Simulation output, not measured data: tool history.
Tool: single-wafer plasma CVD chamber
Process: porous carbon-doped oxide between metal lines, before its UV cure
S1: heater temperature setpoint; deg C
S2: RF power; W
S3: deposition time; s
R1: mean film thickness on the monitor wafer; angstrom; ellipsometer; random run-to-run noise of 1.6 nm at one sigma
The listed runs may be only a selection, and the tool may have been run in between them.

run 1 hour=0.0 | S1=290 S2=665 S3=36.6 | R1=2461.2
run 2 hour=6.6 | S1=300 S2=665 S3=36.6 | R1=2290.9
run 3 hour=7.8 | S1=290 S2=695 S3=36.6 | R1=2514.4
run 4 hour=15.5 | S1=290 S2=695 S3=36.6 | R1=2508.0
run 5 hour=19.9 | S1=283 S2=720 S3=36.6 | R1=2706.8
run 6 hour=23.6 | S1=278 S2=730 S3=36.6 | R1=2811.2

Expected results for the next run?
run 7 hour=24.3 | S1=266 S2=770 S3=36.6 | R1=?

Run 7 gave R1 3182.7 angstrom.
